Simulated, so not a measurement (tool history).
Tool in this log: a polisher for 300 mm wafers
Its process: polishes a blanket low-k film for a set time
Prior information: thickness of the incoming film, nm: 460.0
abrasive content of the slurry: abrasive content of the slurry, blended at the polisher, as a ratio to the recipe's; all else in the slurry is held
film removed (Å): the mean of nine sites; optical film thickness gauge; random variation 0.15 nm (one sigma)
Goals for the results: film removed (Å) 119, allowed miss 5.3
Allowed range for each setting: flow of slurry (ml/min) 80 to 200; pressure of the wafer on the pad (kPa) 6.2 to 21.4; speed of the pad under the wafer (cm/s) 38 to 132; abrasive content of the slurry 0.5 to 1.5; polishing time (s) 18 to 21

run,hour,flow of slurry (ml/min),pressure of the wafer on the pad (kPa),speed of the pad under the wafer (cm/s),abrasive content of the slurry,polishing time (s),film removed (Å)
1,0,130,13.8,84,1,21,85.719
2,8.7,130,11,84,1,21,68.459
3,10.9,130,11,68,1,21,57.829
4,14.2,135,13.8,70,1,21,72.454
5,19.8,135,13.8,70,1.2,21,81.075
6,28.3,165,13.8,70,1.2,21,82.284
7,36.3,165,15.2,70,1.2,21,90.184
# hour 41.4: slurry nozzle cleaned
8,41.4,165,16.5,70,1.2,21,104.93
9,47.6,165,16.5,70,1.2,21,105.56
10,49.3,165,17.2,70,1.2,21,110.23

Which single option among these 4 for the next run brings every result within its allowed miss of target? Just one does.
A,51,165,16.5,82,1.15,21,?
B,51,120,15.9,90,1.1,20,?
C,51,165,18.6,80,1.25,20,?
D,51,180,19.3,58,1.3,20,?

move,film removed (Å)
A,118.5
B,108.56
C,128.66
D,106.04
A: each result inside its tolerance
B: misses by more than the last run did
C: the result that was furthest off in the last run now lies on the other side of its target
D: misses by more than the last run did
The right move is A.

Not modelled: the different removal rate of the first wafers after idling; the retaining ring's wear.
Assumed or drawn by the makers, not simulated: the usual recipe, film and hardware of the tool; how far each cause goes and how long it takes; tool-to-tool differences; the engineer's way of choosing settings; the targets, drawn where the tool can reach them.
